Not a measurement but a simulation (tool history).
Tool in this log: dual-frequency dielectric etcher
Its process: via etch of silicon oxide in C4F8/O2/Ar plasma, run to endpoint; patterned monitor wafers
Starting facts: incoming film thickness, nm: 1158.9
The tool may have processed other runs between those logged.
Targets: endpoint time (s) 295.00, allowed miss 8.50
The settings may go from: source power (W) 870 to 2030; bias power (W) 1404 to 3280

run	hour	source power (W)	bias power (W)	endpoint time (s)
1	0.0	1450	2342	249.54
2	5.0	1210	2342	275.51
3	11.0	1210	2567	265.44
4	18.8	1130	2531	274.72
5	19.6	1080	2506	282.32
6	23.7	1080	2660	277.23
7	31.7	880	2503	317.54
8	38.5	920	2515	303.81
9	44.2	940	2522	306.03

Pick the move, out of 5, that brings all results within their allowed miss; only one does.
A	49.9	940	2249	?
B	49.9	870	2353	?
C	49.9	890	2446	?
D	49.9	990	2568	?
E	49.9	890	2338	?

move	endpoint time (s)
A	317.45
B	327.61
C	318.01
D	295.02
E	322.98
A: further off than the last run
B: further off than the last run
C: further off than the last run
D: each result inside its tolerance
E: further off than the last run
Go with D: it meets all targets.
